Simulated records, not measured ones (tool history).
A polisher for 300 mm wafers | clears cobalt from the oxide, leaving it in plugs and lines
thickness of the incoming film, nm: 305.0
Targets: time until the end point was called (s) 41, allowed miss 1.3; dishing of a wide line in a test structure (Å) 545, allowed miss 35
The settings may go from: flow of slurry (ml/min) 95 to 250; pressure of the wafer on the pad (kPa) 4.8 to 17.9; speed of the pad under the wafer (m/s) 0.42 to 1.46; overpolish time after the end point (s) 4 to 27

| run | hour | flow of slurry (ml/min) | pressure of the wafer on the pad (kPa) | speed of the pad under the wafer (m/s) | overpolish time after the end point (s) | time until the end point was called (s) | dishing of a wide line in a test structure (Å) |
|---|---|---|---|---|---|---|---|
| 1 | 0 | 160 | 11 | 0.94 | 14 | 63.178 | 416.68 |
| 2 | 7.5 | 195 | 11 | 0.94 | 14 | 61.455 | 404.6 |
| 3 | 11 | 195 | 11 | 0.84 | 14 | 67.814 | 401.69 |
| 4 | 14.5 | 195 | 11 | 0.74 | 14 | 78.074 | 349.58 |
| 5 | 19.8 | 215 | 11 | 0.74 | 14 | 76.756 | 357.09 |
| 6 | 22.3 | 180 | 11 | 0.74 | 14 | 77.918 | 352.45 |
| 7 | 24.7 | 180 | 13.1 | 0.74 | 14 | 65.379 | 404.65 |
| 8 | 25.8 | 180 | 14.5 | 0.74 | 14 | 60.975 | 420.68 |
| 9 | 31.7 | 205 | 17.9 | 0.92 | 14 | 38.551 | 541.39 |

4 candidate next runs follow, results not yet known. Just one meets every target within its allowed miss. Identify it.
| A | 37.6 | 250 | 17.9 | 0.86 | 18 | ? | ? |
| B | 37.6 | 160 | 15.9 | 0.94 | 15 | ? | ? |
| C | 37.6 | 200 | 17.9 | 0.86 | 15 | ? | ? |
| D | 37.6 | 205 | 17.9 | 1 | 16 | ? | ? |

| move | time until the end point was called (s) | dishing of a wide line in a test structure (Å) |
|---|---|---|
| A | 40.658 | 603.28 |
| B | 44.669 | 530.15 |
| C | 41.76 | 548.5 |
| D | 35.961 | 603.84 |
A: brings the result that was furthest off to its target, and leaves another outside
B: moves the result that the last run missed by most past its target, out the other side
C: meets every target
D: its largest miss is bigger than the last run's
So the answer is move C, the one that meets all the targets.
